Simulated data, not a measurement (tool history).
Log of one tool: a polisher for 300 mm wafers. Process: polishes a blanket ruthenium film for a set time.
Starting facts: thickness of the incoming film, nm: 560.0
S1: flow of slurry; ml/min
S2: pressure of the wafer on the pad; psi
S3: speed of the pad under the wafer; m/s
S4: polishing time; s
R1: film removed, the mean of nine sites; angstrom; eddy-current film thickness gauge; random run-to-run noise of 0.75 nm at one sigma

| run | hour | S1 | S2 | S3 | S4 | R1 |
|---|---|---|---|---|---|---|
| 1 | 0 | 230 | 2.6 | 1.14 | 54 | 864.07 |
| 2 | 6.6 | 285 | 2.6 | 1.14 | 54 | 891.26 |
| 3 | 15.1 | 285 | 2.6 | 1.34 | 54 | 1047.9 |
| 4 | 16.3 | 290 | 2.6 | 1.34 | 54 | 1035.6 |
| 5 | 20.5 | 290 | 2.6 | 1.54 | 54 | 1194.5 |
| 6 | 27.3 | 285 | 2.6 | 1.54 | 54 | 1173.2 |
| 7 | 32.1 | 280 | 2.6 | 1.54 | 54 | 1200 |

Run 8, settings as shown, results not yet in. Your forecast:
| 8 | 35.7 | 275 | 2.6 | 1.54 | 54 | ? |

R1: 1197.1 angstrom

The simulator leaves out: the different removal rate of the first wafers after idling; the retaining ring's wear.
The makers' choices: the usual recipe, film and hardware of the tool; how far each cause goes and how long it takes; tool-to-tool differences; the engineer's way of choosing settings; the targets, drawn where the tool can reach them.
